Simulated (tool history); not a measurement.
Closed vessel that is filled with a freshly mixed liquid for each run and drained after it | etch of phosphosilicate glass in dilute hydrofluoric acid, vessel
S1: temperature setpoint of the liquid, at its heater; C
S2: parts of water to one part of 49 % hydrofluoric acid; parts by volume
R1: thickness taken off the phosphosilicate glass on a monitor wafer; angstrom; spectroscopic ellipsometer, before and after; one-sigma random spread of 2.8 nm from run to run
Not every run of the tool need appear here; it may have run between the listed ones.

run 1 hour=0 | S1=23 S2=60 time_in_the_liquid_(s)=100 | R1=2044.2
run 2 hour=6 | S1=25 S2=60 time_in_the_liquid_(s)=100 | R1=2248.7
run 3 hour=9.4 | S1=23 S2=60 time_in_the_liquid_(s)=100 | R1=2051.1
run 4 hour=16.8 | S1=24.5 S2=60 time_in_the_liquid_(s)=100 | R1=2189.5
run 5 hour=18.7 | S1=21.5 S2=60 time_in_the_liquid_(s)=100 | R1=1933.7
run 6 hour=23.1 | S1=21.5 S2=50 time_in_the_liquid_(s)=100 | R1=2338.9
run 7 hour=30.5 | S1=23 S2=50 time_in_the_liquid_(s)=100 | R1=2480.9
run 8 hour=31.7 | S1=24.5 S2=50 time_in_the_liquid_(s)=100 | R1=2628.5
run 9 hour=32.5 | S1=25.5 S2=50 time_in_the_liquid_(s)=100 | R1=2790.5
run 10 hour=35 | S1=25.5 S2=50 time_in_the_liquid_(s)=100 | R1=2765
run 11 hour=39.7 | S1=26.5 S2=50 time_in_the_liquid_(s)=100 | R1=2878.6
run 12 hour=41.6 | S1=27 S2=50 time_in_the_liquid_(s)=100 | R1=2979.3

Estimate the outcome of run 13 from the log above:
run 13 hour=45.6 | S1=27.5 S2=50 time_in_the_liquid_(s)=100 | R1=?

{"run 13": {"R1": 2997.1}}
